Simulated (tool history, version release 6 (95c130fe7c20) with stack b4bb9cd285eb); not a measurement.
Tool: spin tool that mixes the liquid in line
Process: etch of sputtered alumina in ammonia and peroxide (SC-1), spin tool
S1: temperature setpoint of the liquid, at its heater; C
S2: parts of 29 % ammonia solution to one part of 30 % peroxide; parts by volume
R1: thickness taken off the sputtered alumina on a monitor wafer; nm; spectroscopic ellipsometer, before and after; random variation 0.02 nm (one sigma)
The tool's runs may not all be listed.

run 1 day=0 | S1=58 S2=0.95 time_under_the_liquid_(s)=25 | R1=3.0171
run 2 day=0.046 | S1=58 S2=0.7 time_under_the_liquid_(s)=25 | R1=2.9038
run 3 day=0.396 | S1=57 S2=0.7 time_under_the_liquid_(s)=25 | R1=2.7647
run 4 day=0.554 | S1=62.5 S2=0.7 time_under_the_liquid_(s)=25 | R1=3.7191
run 5 day=0.779 | S1=69 S2=0.7 time_under_the_liquid_(s)=25 | R1=5.0529
run 6 day=0.912 | S1=69 S2=0.4 time_under_the_liquid_(s)=25 | R1=4.8201
run 7 day=1.142 | S1=66.5 S2=0.4 time_under_the_liquid_(s)=25 | R1=4.2646
run 8 day=1.388 | S1=58.5 S2=0.35 time_under_the_liquid_(s)=25 | R1=2.8042

Forecast run 9:
run 9 day=1.75 | S1=57.5 S2=0.35 time_under_the_liquid_(s)=25 | R1=?

Run 9 gave R1 2.6394 nm.
